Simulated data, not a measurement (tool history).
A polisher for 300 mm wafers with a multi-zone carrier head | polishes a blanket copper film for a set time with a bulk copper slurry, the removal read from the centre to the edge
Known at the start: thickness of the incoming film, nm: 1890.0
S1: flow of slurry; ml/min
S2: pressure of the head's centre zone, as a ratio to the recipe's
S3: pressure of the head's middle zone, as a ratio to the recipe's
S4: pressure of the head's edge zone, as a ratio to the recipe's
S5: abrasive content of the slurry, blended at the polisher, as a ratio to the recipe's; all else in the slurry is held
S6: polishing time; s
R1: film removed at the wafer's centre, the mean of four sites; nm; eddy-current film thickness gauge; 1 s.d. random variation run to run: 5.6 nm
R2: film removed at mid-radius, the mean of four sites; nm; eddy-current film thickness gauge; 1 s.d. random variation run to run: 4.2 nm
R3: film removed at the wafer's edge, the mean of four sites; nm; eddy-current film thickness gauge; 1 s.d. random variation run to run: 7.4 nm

run	hour	S1	S2	S3	S4	S5	S6	R1	R2	R3
1	0.0	160	1.00	1.00	1.00	1.00	39	392.15	391.85	389.90
2	4.5	160	1.00	1.07	1.00	1.00	39	389.27	413.47	387.95
3	11.6	170	1.03	1.07	1.02	1.10	40	437.46	436.89	414.86
4	15.0	170	1.03	1.01	1.02	1.10	40	434.42	418.34	420.98
5	19.8	175	1.05	1.03	1.04	1.15	40	445.31	429.43	443.44
6	25.0	175	1.05	1.03	1.04	1.35	40	462.53	447.78	451.90
7	31.9	185	1.07	1.05	1.05	1.35	40	479.22	458.00	448.73
8	33.6	190	1.08	1.06	1.07	1.35	41	492.36	477.01	468.09
9	40.9	195	1.10	1.06	1.08	1.35	41	507.52	476.02	463.84
10	49.6	195	1.11	1.06	1.09	1.35	42	525.15	490.38	490.43

Forecast run 11:
11	54.9	200	1.12	1.06	1.10	1.35	42	?	?	?

For run 11 the tool returned R1 539.68 nm, R2 484.73 nm, R3 477.21 nm.
